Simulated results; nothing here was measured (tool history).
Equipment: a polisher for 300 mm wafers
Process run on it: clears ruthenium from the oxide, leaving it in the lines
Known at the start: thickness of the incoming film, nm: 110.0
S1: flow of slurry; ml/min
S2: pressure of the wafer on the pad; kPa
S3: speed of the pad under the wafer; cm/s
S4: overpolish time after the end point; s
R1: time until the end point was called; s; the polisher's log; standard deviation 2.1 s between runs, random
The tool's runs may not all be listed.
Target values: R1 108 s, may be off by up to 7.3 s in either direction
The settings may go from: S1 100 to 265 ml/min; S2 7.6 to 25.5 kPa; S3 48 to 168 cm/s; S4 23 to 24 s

Run 1, hour 0: S1 170 ml/min, S2 16.5 kPa, S3 108 cm/s, S4 23 s. Result: R1 75.682 s.
Run 2, hour 7.4: S1 170 ml/min, S2 16.5 kPa, S3 96 cm/s, S4 23 s. Result: R1 85.61 s.
Run 3, hour 8.1: S1 170 ml/min, S2 16.5 kPa, S3 96 cm/s, S4 23 s. Result: R1 83.013 s.
Run 4, hour 10.3: S1 170 ml/min, S2 15.9 kPa, S3 96 cm/s, S4 23 s. Result: R1 89.146 s.
Run 5, hour 15.3: S1 170 ml/min, S2 15.2 kPa, S3 96 cm/s, S4 23 s. Result: R1 92.012 s.
Run 6, hour 18.8: S1 170 ml/min, S2 14.5 kPa, S3 96 cm/s, S4 23 s. Result: R1 96.435 s.
Run 7, hour 24.9: S1 170 ml/min, S2 14.5 kPa, S3 96 cm/s, S4 23 s. Result: R1 97.415 s.
Run 8, hour 30: S1 170 ml/min, S2 13.8 kPa, S3 96 cm/s, S4 23 s. Result: R1 96.363 s.

Exactly one of the 4 candidate moves below puts every result within its allowed miss. Which one?
Run A, hour 35.1: S1 165 ml/min, S2 9.7 kPa, S3 106 cm/s, S4 24 s. Result: R1 ?.
Run B, hour 35.1: S1 185 ml/min, S2 15.9 kPa, S3 86 cm/s, S4 23 s. Result: R1 ?.
Run C, hour 35.1: S1 145 ml/min, S2 11 kPa, S3 112 cm/s, S4 24 s. Result: R1 ?.
Run D, hour 35.1: S1 150 ml/min, S2 12.4 kPa, S3 84 cm/s, S4 24 s. Result: R1 ?.

move      R1
   A  129.16
   B  94.988
   C  110.85
   D  127.45
A: takes the result that was furthest off past its target
B: its largest miss is bigger than the last run's
C: meets every target
D: takes the result that was furthest off past its target
C meets every target.
